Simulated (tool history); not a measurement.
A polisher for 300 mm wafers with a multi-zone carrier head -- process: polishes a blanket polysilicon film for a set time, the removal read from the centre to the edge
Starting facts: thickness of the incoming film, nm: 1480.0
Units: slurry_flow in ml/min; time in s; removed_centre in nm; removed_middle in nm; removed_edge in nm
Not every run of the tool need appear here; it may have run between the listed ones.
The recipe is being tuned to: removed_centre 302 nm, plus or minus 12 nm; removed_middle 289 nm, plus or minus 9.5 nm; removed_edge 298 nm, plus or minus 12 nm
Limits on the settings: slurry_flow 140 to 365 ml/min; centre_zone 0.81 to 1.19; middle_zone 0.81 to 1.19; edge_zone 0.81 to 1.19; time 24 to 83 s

{"run": 1, "hour": 0.0, "slurry_flow": 235, "centre_zone": 1, "middle_zone": 1, "edge_zone": 1, "time": 53, "removed_centre": 222.46, "removed_middle": 223.69, "removed_edge": 218.93}
{"run": 2, "hour": 7.4, "slurry_flow": 235, "centre_zone": 1.01, "middle_zone": 1, "edge_zone": 1.02, "time": 55, "removed_centre": 230.86, "removed_middle": 229.26, "removed_edge": 233.28}
{"run": 3, "hour": 15.1, "slurry_flow": 235, "centre_zone": 1.01, "middle_zone": 1, "edge_zone": 1.02, "time": 62, "removed_centre": 256.95, "removed_middle": 260.46, "removed_edge": 261.62}
{"run": 4, "hour": 21.3, "slurry_flow": 235, "centre_zone": 1.01, "middle_zone": 0.94, "edge_zone": 1.02, "time": 62, "removed_centre": 261.36, "removed_middle": 243.64, "removed_edge": 253.45}
{"run": 5, "hour": 26.0, "slurry_flow": 185, "centre_zone": 1.01, "middle_zone": 0.94, "edge_zone": 1.02, "time": 62, "removed_centre": 243.57, "removed_middle": 237.83, "removed_edge": 252.34}
{"run": 6, "hour": 27.2, "slurry_flow": 225, "centre_zone": 1.01, "middle_zone": 0.94, "edge_zone": 1.02, "time": 62, "removed_centre": 263.17, "removed_middle": 240.64, "removed_edge": 261.22}
{"run": 7, "hour": 31.8, "slurry_flow": 240, "centre_zone": 1.01, "middle_zone": 0.95, "edge_zone": 1.03, "time": 62, "removed_centre": 255.02, "removed_middle": 250.33, "removed_edge": 265.95}
{"run": 8, "hour": 35.5, "slurry_flow": 240, "centre_zone": 1.01, "middle_zone": 0.95, "edge_zone": 1.03, "time": 62, "removed_centre": 256.39, "removed_middle": 244.71, "removed_edge": 262.93}

Consider the 4 candidate settings below. Which is the only one whose results all fall within their allowed miss of target?
{"run": "A", "hour": 39.2, "slurry_flow": 215, "centre_zone": 1.03, "middle_zone": 1.06, "edge_zone": 1.01, "time": 72, "removed_centre": "?", "removed_middle": "?", "removed_edge": "?"}
{"run": "B", "hour": 39.2, "slurry_flow": 200, "centre_zone": 0.96, "middle_zone": 1.16, "edge_zone": 0.91, "time": 69, "removed_centre": "?", "removed_middle": "?", "removed_edge": "?"}
{"run": "C", "hour": 39.2, "slurry_flow": 250, "centre_zone": 1.04, "middle_zone": 1.1, "edge_zone": 0.88, "time": 69, "removed_centre": "?", "removed_middle": "?", "removed_edge": "?"}
{"run": "D", "hour": 39.2, "slurry_flow": 330, "centre_zone": 1.02, "middle_zone": 0.95, "edge_zone": 0.99, "time": 69, "removed_centre": "?", "removed_middle": "?", "removed_edge": "?"}

move=A removed_centre=298.94 removed_middle=306.84 removed_edge=301.55
move=B removed_centre=267.03 removed_middle=314.21 removed_edge=275.23
move=C removed_centre=295.69 removed_middle=309.95 removed_edge=278.86
move=D removed_centre=300.51 removed_middle=282.12 removed_edge=298.57
A: pushes the last run's worst result past its target
B: pushes the last run's worst result past its target
C: pushes the last run's worst result past its target
D: all results in spec
D is the move that brings every result within its allowed miss.

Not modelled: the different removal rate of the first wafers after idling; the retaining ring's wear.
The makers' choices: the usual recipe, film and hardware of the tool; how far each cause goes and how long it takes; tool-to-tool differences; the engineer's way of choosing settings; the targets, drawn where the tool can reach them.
